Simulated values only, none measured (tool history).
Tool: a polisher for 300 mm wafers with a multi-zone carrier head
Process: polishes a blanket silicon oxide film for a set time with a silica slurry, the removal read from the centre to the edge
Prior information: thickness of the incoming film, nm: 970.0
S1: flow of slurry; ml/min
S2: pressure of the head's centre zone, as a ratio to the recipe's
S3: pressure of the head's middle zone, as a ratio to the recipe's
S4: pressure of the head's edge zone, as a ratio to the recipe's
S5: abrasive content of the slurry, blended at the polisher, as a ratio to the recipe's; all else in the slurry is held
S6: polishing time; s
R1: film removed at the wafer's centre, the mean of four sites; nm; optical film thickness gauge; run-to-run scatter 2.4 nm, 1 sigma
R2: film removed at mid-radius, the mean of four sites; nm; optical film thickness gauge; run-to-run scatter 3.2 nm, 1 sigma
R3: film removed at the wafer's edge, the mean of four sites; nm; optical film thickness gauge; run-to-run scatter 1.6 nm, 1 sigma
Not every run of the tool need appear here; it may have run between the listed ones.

run    day   S1    S2    S3    S4    S5  S6      R1      R2      R3
  1      0  270     1     1     1     1  50  299.06  302.91  293.87
  2  0.121  265  0.98  0.98  0.99  0.95  50  281.15  293.63  290.68
  3  0.229  265  0.98  0.97  0.98   0.9  50  282.55  278.76  280.93
  4  0.571  265  0.98  0.94  0.98   0.9  50  273.15  270.22  282.09
  5  0.796  295  0.98  0.94  0.98   0.9  50  282.75  273.45  283.19
  6  1.012  295   0.9  0.94  0.98   0.9  50  261.54  271.97  281.96
  7  1.196  290  0.89  0.94  0.97  0.85  50  242.02  268.49  274.02
  8  1.342  295  0.89  0.93  0.96   0.8  50  238.58  255.42  267.29
  9  1.475  295  0.89  0.93  0.95   0.8  50  241.25  265.03  264.43
 10  1.529  295  0.89  0.92  0.94  0.75  50  231.56  249.23  254.42
 11  1.688  290  0.89  0.91  0.93  0.75  50  234.46  240.03  252.85

Run 12, settings as shown, results not yet in. Your forecast:
 12  2.008  285  0.88  0.91  0.92  0.75  50   ?   ?   ?

Logged for run 12: R1 224.09 nm, R2 243.08 nm, R3 251.62 nm.
